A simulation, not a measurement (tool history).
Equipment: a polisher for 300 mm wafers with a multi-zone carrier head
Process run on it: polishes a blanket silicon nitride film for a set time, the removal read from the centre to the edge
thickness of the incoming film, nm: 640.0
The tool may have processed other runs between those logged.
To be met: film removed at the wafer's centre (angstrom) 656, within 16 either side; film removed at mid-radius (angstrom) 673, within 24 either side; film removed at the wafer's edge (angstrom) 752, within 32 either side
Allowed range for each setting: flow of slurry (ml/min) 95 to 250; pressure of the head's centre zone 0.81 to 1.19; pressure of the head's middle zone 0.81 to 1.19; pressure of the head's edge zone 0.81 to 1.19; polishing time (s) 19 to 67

| run | day | flow of slurry (ml/min) | pressure of the head's centre zone | pressure of the head's middle zone | pressure of the head's edge zone | polishing time (s) | film removed at the wafer's centre (angstrom) | film removed at mid-radius (angstrom) | film removed at the wafer's edge (angstrom) |
|---|---|---|---|---|---|---|---|---|---|
| 1 | 0 | 160 | 1 | 1 | 1 | 43 | 805.8 | 724.04 | 746.65 |
| 2 | 0.333 | 160 | 1 | 1 | 1 | 48 | 890.65 | 808.12 | 831.53 |
| 3 | 0.671 | 160 | 1 | 1 | 1 | 40 | 744.7 | 678.34 | 691.82 |
| 4 | 0.921 | 160 | 1 | 0.94 | 1 | 40 | 746.73 | 639.7 | 686.41 |
| 5 | 1.083 | 160 | 1 | 0.94 | 1 | 44 | 818.37 | 692.73 | 745.35 |
| 6 | 1.146 | 160 | 1 | 0.94 | 1 | 48 | 894.57 | 762.86 | 833.64 |
| 7 | 1.5 | 150 | 0.96 | 0.93 | 0.99 | 48 | 850.13 | 756.76 | 817.11 |
| 8 | 1.758 | 145 | 0.93 | 0.92 | 1 | 47 | 796.29 | 728.02 | 788.6 |
| 9 | 1.812 | 140 | 0.91 | 0.91 | 1.01 | 47 | 785.6 | 716.51 | 804.79 |
| 10 | 2.025 | 135 | 0.89 | 0.91 | 1.01 | 47 | 756.29 | 716.06 | 791.73 |
| 11 | 2.396 | 130 | 0.87 | 0.91 | 1.01 | 47 | 727.01 | 700.68 | 787.94 |
| 12 | 2.454 | 125 | 0.86 | 0.91 | 1 | 47 | 716.14 | 694.54 | 772.57 |
| 13 | 2.658 | 120 | 0.85 | 0.91 | 1 | 47 | 696.31 | 675.18 | 764.45 |
| 14 | 2.817 | 120 | 0.85 | 0.91 | 1 | 47 | 701.08 | 695.14 | 774.43 |
| 15 | 3.025 | 115 | 0.84 | 0.91 | 1 | 47 | 696.32 | 696.71 | 760.97 |
| 16 | 3.383 | 100 | 0.81 | 0.9 | 1.05 | 46 | 627.81 | 638.47 | 766 |
| 17 | 3.629 | 100 | 0.81 | 0.9 | 1.05 | 46 | 621.7 | 641.68 | 743.77 |
| 18 | 3.7 | 105 | 0.81 | 0.9 | 1.05 | 46 | 636.87 | 646.81 | 754.83 |

Next run, 4 choices. One meets every target within its allowed miss, the rest don't. Which?
| A | 3.771 | 130 | 0.81 | 0.91 | 1.02 | 45 | ? | ? | ? |
| B | 3.771 | 160 | 0.85 | 1.04 | 1.01 | 39 | ? | ? | ? |
| C | 3.771 | 95 | 0.84 | 1.01 | 1.02 | 47 | ? | ? | ? |
| D | 3.771 | 135 | 0.84 | 1.05 | 0.9 | 43 | ? | ? | ? |

| move | film removed at the wafer's centre (angstrom) | film removed at mid-radius (angstrom) | film removed at the wafer's edge (angstrom) |
|---|---|---|---|
| A | 659.77 | 665.05 | 764.25 |
| B | 624.65 | 670.2 | 677.25 |
| C | 655.7 | 704.62 | 758.04 |
| D | 657.84 | 722.21 | 700.13 |
A: every result lands within tolerance
B: moves away from the targets compared with the last run
C: the worst result of the last run now meets its target, but another is out of spec
D: the worst result of the last run now meets its target, but another is out of spec
Go with A: it meets all targets.

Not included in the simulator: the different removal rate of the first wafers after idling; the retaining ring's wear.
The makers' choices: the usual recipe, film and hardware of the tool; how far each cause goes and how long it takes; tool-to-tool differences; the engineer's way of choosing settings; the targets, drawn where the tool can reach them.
